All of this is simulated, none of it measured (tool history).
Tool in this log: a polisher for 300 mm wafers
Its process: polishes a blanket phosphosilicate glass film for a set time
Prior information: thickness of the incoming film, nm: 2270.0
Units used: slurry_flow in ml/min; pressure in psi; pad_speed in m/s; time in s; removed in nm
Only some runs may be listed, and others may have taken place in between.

| run | day | slurry_flow | pressure | pad_speed | slurry_solids | time | removed |
|---|---|---|---|---|---|---|---|
| 1 | 0.000 | 275 | 2.8 | 1.08 | 1.00 | 34 | 296.74 |
| 2 | 0.058 | 275 | 2.8 | 1.20 | 1.00 | 34 | 331.02 |
| 3 | 0.329 | 275 | 2.6 | 1.20 | 1.00 | 34 | 305.56 |
| 4 | 0.571 | 230 | 2.6 | 1.20 | 1.00 | 34 | 302.70 |
| 5 | 0.712 | 230 | 2.6 | 1.20 | 1.15 | 34 | 318.84 |
| 6 | 0.888 | 230 | 2.6 | 1.20 | 1.30 | 34 | 337.50 |
| 7 | 1.050 | 230 | 2.6 | 1.20 | 1.30 | 34 | 336.61 |
| 8 | 1.371 | 230 | 1.8 | 1.04 | 1.30 | 34 | 226.39 |

Run 9 comes next. What will it give?
| 9 | 1.567 | 230 | 1.7 | 1.04 | 1.30 | 34 | ? |

removed: 210.97 nm
